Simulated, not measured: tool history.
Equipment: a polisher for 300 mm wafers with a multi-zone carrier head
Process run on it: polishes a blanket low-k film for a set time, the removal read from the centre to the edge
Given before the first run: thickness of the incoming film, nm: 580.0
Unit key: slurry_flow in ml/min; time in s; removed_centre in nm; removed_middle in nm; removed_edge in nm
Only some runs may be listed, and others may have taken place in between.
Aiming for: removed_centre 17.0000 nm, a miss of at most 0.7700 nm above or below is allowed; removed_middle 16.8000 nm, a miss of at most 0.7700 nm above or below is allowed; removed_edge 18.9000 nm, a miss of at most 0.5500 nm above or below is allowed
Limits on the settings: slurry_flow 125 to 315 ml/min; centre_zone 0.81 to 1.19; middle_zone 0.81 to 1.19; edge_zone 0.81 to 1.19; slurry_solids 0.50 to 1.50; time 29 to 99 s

run  hour  slurry_flow  centre_zone  middle_zone  edge_zone  slurry_solids  time  removed_centre  removed_middle  removed_edge
  1   0.0          205         1.00         1.00       1.00           1.00    64         15.1040         15.3860       15.5630
  2   4.2          210         1.00         0.99       1.04           1.05    64         15.9940         15.9940       15.9870
  3   5.2          210         1.00         0.99       1.04           1.05    52         12.4070         12.7590       13.2550
  4   6.5          210         1.00         0.99       1.04           1.05    40          9.7374          9.7826       10.0090
  5  12.0          210         0.99         0.97       1.07           1.15    45         11.3020         11.1180       12.1370
  6  13.9          210         0.99         0.97       1.07           1.15    32          7.9574          7.9148        8.4164
  7  18.7          215         0.99         0.98       1.10           1.25    39         10.1080         10.3450       10.8790
  8  21.2          215         0.99         0.97       1.12           1.30    44         11.3530         11.4790       12.8290
  9  23.8          220         1.01         0.98       1.13           1.35    47         12.8680         12.4880       13.7130
 10  28.8          225         1.01         0.98       1.14           1.40    50         13.8540         14.0970       15.1140

Which of these 4 next moves meets every target?
  A  33.8          285         1.02         1.17       0.95           1.50    45               ?               ?             ?
  B  33.8          205         1.00         0.96       1.18           1.35    64               ?               ?             ?
  C  33.8          210         1.00         1.12       1.06           1.50    39               ?               ?             ?
  D  33.8          205         1.19         1.17       0.95           1.50    48               ?               ?             ?

move  removed_centre  removed_middle  removed_edge
   A         12.9820         15.0050       12.7810
   B         16.6060         16.6410       18.9370
   C         10.5650         12.0510       11.3540
   D         15.4350         15.3310       13.2080
A: further off than the last run
B: all results land within tolerance of their targets
C: further off than the last run
D: further off than the last run
Go with B: it meets all targets.
